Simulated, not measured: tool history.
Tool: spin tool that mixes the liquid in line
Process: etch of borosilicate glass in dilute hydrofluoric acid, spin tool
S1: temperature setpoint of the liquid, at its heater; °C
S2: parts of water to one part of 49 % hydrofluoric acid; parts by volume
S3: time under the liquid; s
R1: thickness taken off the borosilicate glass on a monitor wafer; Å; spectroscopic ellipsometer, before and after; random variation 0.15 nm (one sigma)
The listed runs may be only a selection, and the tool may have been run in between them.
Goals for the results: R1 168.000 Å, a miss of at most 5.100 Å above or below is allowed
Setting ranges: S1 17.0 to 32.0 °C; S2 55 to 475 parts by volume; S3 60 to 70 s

run 1 hour=0.0 | S1=24.0 S2=265 S3=70 | R1=62.427
run 2 hour=7.8 | S1=24.0 S2=340 S3=70 | R1=44.522
run 3 hour=9.8 | S1=27.5 S2=340 S3=70 | R1=49.954
run 4 hour=12.5 | S1=28.5 S2=290 S3=70 | R1=63.777
run 5 hour=13.4 | S1=30.5 S2=290 S3=70 | R1=68.705
run 6 hour=21.3 | S1=31.0 S2=250 S3=70 | R1=84.859
run 7 hour=27.9 | S1=31.0 S2=220 S3=70 | R1=99.628
run 8 hour=34.9 | S1=31.0 S2=200 S3=70 | R1=110.880
run 9 hour=38.7 | S1=31.0 S2=185 S3=70 | R1=123.990
run 10 hour=41.9 | S1=31.0 S2=175 S3=70 | R1=132.310
run 11 hour=49.0 | S1=31.0 S2=165 S3=70 | R1=143.930
run 12 hour=51.5 | S1=31.0 S2=160 S3=70 | R1=145.240
run 13 hour=56.8 | S1=31.0 S2=155 S3=70 | R1=155.680
run 14 hour=65.4 | S1=31.5 S2=150 S3=70 | R1=161.330

Exactly one of the 4 candidate moves below puts every result within its allowed miss. Which one?
run A hour=74.0 | S1=32.0 S2=160 S3=70 | R1=?
run B hour=74.0 | S1=31.5 S2=140 S3=60 | R1=?
run C hour=74.0 | S1=31.0 S2=135 S3=60 | R1=?
run D hour=74.0 | S1=32.0 S2=140 S3=65 | R1=?

move=A R1=151.230
move=B R1=149.570
move=C R1=153.400
move=D R1=164.940
A: misses by more than the last run did
B: misses by more than the last run did
C: misses by more than the last run did
D: every result lands within tolerance
The move that meets every target is D.

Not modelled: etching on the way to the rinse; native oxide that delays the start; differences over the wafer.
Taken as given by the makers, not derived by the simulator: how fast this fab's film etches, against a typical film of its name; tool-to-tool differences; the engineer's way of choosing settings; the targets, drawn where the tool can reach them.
